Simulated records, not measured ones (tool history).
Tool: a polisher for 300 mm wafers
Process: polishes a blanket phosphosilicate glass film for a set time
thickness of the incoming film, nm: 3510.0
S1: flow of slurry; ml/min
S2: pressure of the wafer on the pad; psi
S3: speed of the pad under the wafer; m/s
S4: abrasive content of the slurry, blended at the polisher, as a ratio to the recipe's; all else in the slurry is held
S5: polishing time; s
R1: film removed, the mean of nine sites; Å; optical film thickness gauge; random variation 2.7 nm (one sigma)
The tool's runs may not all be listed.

run	day	S1	S2	S3	S4	S5	R1
1	0.000	140	3.2	1.04	1.00	45	3846.7
2	0.362	140	3.2	1.04	0.85	45	3525.8
3	0.638	140	3.2	1.04	0.85	45	3554.9
4	0.792	140	3.2	1.04	0.85	45	3572.7
5	0.846	140	3.1	1.04	0.85	45	3552.9
6	1.054	140	3.1	1.04	0.85	45	3500.7
7	1.350	140	3.0	1.04	0.85	45	3423.1

Run 8 comes next. What will it give?
8	1.388	140	2.9	1.04	0.85	45	?

Run 8 gave R1 3319.9 Å.
